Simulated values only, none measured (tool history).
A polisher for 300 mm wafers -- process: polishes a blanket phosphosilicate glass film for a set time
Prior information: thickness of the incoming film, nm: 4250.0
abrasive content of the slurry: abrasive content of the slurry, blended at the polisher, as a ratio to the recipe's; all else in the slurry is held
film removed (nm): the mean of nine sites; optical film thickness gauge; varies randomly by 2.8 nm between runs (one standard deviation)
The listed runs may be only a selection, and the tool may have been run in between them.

run	hour	flow of slurry (ml/min)	pressure of the wafer on the pad (kPa)	speed of the pad under the wafer (m/s)	abrasive content of the slurry	polishing time (s)	film removed (nm)
1	0	295	19.3	0.96	1	46	331.4
2	3.1	295	17.2	0.96	1	46	294.82
3	5.6	345	17.2	0.96	1	46	300.43
4	8.2	345	17.2	1.08	1	46	325.65
5	12	345	17.2	1.08	1	46	324.63
6	15.6	345	15.2	1.08	1	46	288.64

Run 7, settings as shown, results not yet in. Your forecast:
7	24.4	345	13.8	1.08	1	46	?

Run 7 measured film removed (nm) 261.8.

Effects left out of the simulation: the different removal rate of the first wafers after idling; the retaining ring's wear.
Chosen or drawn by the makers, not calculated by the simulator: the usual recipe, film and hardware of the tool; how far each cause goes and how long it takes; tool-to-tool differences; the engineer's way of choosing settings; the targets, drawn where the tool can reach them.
